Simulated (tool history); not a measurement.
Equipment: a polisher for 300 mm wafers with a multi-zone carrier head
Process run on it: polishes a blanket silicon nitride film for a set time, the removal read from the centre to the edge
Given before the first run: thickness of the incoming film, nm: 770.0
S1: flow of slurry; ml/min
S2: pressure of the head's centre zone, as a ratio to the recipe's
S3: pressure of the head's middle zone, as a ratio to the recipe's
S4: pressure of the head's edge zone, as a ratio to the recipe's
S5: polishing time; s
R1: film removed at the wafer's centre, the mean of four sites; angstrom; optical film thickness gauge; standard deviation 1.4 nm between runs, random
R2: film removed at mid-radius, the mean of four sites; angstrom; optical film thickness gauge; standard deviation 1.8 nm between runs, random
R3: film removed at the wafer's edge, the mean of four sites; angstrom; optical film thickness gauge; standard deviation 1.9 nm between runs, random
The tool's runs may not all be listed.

run  hour   S1    S2    S3    S4  S5      R1      R2      R3
  1     0  150     1     1     1  59  1067.7  1096.9  1066.5
  2   1.3  150     1     1  0.93  59  1062.8  1088.4  1015.8
  3   7.7  150     1     1  0.95  60    1075    1073    1062
  4  14.2  150     1  1.04  0.95  60  1053.6  1121.4  1076.3
  5  18.5  150  1.02  1.04  0.97  61  1112.7  1159.3  1085.6
  6  25.9  150  1.02  1.03  0.99  62  1143.9    1181  1106.9
  7    33  150  1.02  1.03  0.99  62  1124.1  1170.2  1110.1
  8  35.3  150  1.02  1.02  1.01  64  1184.7  1190.8  1149.3
  9  35.9  150  1.01  1.01  1.02  65  1182.3  1173.5  1186.5
 10  41.2  155  1.01  1.01  1.03  66    1216  1240.3  1212.3
 11  46.8  155  1.01     1  1.04  67  1221.4  1243.8  1243.4

What does the tool deliver on the next run?
 12  49.5  155  1.01  0.99  1.05  68   ?   ?   ?

{"run 12": {"R1": 1259.6, "R2": 1239.1, "R3": 1265.6}}

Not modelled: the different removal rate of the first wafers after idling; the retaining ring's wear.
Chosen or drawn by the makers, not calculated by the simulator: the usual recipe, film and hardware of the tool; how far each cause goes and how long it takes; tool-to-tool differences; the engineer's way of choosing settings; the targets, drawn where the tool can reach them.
